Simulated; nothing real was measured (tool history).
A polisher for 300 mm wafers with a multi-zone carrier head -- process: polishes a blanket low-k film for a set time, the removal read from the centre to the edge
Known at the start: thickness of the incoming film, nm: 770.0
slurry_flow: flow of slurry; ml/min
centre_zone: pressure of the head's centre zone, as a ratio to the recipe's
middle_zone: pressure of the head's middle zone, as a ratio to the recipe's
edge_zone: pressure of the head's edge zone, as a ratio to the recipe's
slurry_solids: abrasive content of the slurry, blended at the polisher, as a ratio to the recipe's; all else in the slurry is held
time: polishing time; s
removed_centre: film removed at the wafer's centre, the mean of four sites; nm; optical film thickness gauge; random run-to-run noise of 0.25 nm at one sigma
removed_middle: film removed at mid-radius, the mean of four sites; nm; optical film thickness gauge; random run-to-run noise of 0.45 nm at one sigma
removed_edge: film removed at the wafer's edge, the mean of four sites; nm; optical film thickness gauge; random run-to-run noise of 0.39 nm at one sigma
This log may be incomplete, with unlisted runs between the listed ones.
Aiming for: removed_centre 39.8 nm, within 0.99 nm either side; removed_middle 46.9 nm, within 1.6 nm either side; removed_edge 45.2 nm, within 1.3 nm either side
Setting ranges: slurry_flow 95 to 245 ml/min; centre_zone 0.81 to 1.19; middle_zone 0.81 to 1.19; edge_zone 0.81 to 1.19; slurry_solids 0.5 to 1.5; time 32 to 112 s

run	day	slurry_flow	centre_zone	middle_zone	edge_zone	slurry_solids	time	removed_centre	removed_middle	removed_edge
1	0	155	1	1	1	1	72	38.071	37.855	37.727
2	0.204	135	1	1	1	1	72	36.521	36.933	37.691
3	0.242	140	0.99	1.03	1.04	1.05	72	37.289	38.869	38.655
4	0.412	140	0.99	1.11	1.04	1.05	72	37.086	41.527	38.509
5	0.621	175	0.99	1.11	1.04	1.05	72	38.811	43.722	39.996
6	0.867	185	0.98	1.11	1.07	1.05	72	38.983	42.823	40.673
# day 1.004: slurry nozzle cleaned
7	1.004	190	0.97	1.12	1.09	1.1	72	41.82	46.318	43.106
8	1.283	190	0.97	1.12	1.09	1.1	72	41.152	46.29	42.41
9	1.342	185	0.95	1.11	1.11	1.1	72	40.613	45.478	43.104
10	1.525	185	0.94	1.11	1.12	1.1	72	40.174	45.526	42.392

Exercise: of the 4 proposed moves below, exactly one satisfies all targets within the stated allowed misses. Which move is it?
A	1.708	180	0.92	1.08	1.12	1.05	78	?	?	?
B	1.708	190	0.9	1.08	1.13	1.05	76	?	?	?
C	1.708	165	0.94	1.01	1.14	1	76	?	?	?
D	1.708	195	0.95	1.16	1.08	1.1	70	?	?	?

move	removed_centre	removed_middle	removed_edge
A	41.812	48.476	45.324
B	40.159	47.543	44.521
C	40.548	43.554	43.577
D	39.666	47.291	40.871
A: brings the result that was furthest off to its target, and leaves another outside
B: all results in spec
C: about the same distance from the targets as the last run
D: the biggest miss grows against the last run
Answer: B

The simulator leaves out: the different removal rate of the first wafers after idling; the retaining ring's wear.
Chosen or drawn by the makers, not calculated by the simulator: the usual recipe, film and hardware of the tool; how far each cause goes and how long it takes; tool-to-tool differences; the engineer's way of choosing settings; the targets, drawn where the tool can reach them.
